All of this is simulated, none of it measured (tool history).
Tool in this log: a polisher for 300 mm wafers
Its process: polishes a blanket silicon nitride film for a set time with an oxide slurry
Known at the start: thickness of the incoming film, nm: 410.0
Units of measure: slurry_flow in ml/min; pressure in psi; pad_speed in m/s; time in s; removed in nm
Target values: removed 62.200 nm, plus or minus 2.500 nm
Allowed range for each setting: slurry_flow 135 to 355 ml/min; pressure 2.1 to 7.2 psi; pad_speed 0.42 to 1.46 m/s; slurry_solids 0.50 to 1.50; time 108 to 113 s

run 1 hour=0.0 | slurry_flow=225 pressure=4.6 pad_speed=0.94 slurry_solids=1.00 time=108 | removed=88.263
run 2 hour=5.9 | slurry_flow=225 pressure=4.4 pad_speed=0.94 slurry_solids=1.00 time=108 | removed=84.496
run 3 hour=14.5 | slurry_flow=225 pressure=4.4 pad_speed=0.94 slurry_solids=1.20 time=108 | removed=87.742
run 4 hour=20.0 | slurry_flow=225 pressure=4.2 pad_speed=0.94 slurry_solids=1.20 time=108 | removed=85.252
run 5 hour=24.9 | slurry_flow=225 pressure=4.0 pad_speed=0.94 slurry_solids=1.20 time=108 | removed=78.794
run 6 hour=27.6 | slurry_flow=225 pressure=3.9 pad_speed=0.94 slurry_solids=1.20 time=108 | removed=79.259
run 7 hour=35.6 | slurry_flow=225 pressure=3.8 pad_speed=0.94 slurry_solids=1.20 time=108 | removed=76.995
run 8 hour=42.6 | slurry_flow=225 pressure=3.7 pad_speed=0.94 slurry_solids=1.20 time=108 | removed=77.304
run 9 hour=50.3 | slurry_flow=225 pressure=3.6 pad_speed=0.94 slurry_solids=1.20 time=108 | removed=73.398
run 10 hour=53.7 | slurry_flow=225 pressure=3.5 pad_speed=0.94 slurry_solids=1.20 time=108 | removed=71.305
run 11 hour=61.1 | slurry_flow=225 pressure=3.5 pad_speed=0.94 slurry_solids=1.20 time=108 | removed=72.463
run 12 hour=63.5 | slurry_flow=225 pressure=3.4 pad_speed=0.94 slurry_solids=1.20 time=108 | removed=69.185
run 13 hour=69.5 | slurry_flow=225 pressure=3.3 pad_speed=0.94 slurry_solids=1.20 time=108 | removed=66.420

Which one of the following 5 next-run settings gets every result inside its allowed miss? There is exactly one.
run A hour=75.5 | slurry_flow=225 pressure=3.5 pad_speed=0.84 slurry_solids=1.05 time=108 | removed=?
run B hour=75.5 | slurry_flow=195 pressure=2.8 pad_speed=0.88 slurry_solids=1.25 time=111 | removed=?
run C hour=75.5 | slurry_flow=215 pressure=3.4 pad_speed=0.78 slurry_solids=1.05 time=108 | removed=?
run D hour=75.5 | slurry_flow=220 pressure=2.8 pad_speed=1.12 slurry_solids=1.15 time=113 | removed=?
run E hour=75.5 | slurry_flow=290 pressure=2.9 pad_speed=0.96 slurry_solids=1.30 time=113 | removed=?

move=A removed=63.204
move=B removed=56.617
move=C removed=57.641
move=D removed=69.051
move=E removed=67.395
A: hits every target within its allowed miss
B: takes the result that was furthest off past its target
C: takes the result that was furthest off past its target
D: the biggest miss grows against the last run
E: the biggest miss grows against the last run
A meets every target.
